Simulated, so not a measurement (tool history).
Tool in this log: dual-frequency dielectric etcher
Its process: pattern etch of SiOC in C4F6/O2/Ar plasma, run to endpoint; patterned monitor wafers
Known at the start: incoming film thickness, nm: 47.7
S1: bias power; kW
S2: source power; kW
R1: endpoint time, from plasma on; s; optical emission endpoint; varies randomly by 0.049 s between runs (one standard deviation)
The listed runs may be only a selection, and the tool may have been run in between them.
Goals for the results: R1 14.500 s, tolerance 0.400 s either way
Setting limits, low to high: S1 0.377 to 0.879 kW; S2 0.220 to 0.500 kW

| run | day | S1 | S2 | R1 |
|---|---|---|---|---|
| 1 | 0.000 | 0.628 | 0.360 | 16.930 |
| 2 | 0.292 | 0.549 | 0.360 | 18.437 |
| 3 | 0.400 | 0.611 | 0.370 | 17.120 |
| 4 | 0.688 | 0.655 | 0.380 | 16.183 |
| 5 | 0.879 | 0.683 | 0.380 | 15.763 |
|  | 0.938 | bias power generator calibrated |
| 6 | 0.938 | 0.705 | 0.380 | 15.146 |
| 7 | 1.029 | 0.715 | 0.380 | 14.963 |
| 8 | 1.050 | 0.715 | 0.380 | 14.927 |

Pick the move, out of 5, that brings all results within their allowed miss; only one does.
| A | 1.071 | 0.759 | 0.380 | ? |
| B | 1.071 | 0.664 | 0.380 | ? |
| C | 1.071 | 0.731 | 0.350 | ? |
| D | 1.071 | 0.695 | 0.370 | ? |
| E | 1.071 | 0.633 | 0.410 | ? |

| move | R1 |
|---|---|
| A | 14.451 |
| B | 15.639 |
| C | 15.213 |
| D | 15.364 |
| E | 15.664 |
A: every result lands within tolerance
B: further off than the last run
C: further off than the last run
D: further off than the last run
E: further off than the last run
A meets every target.
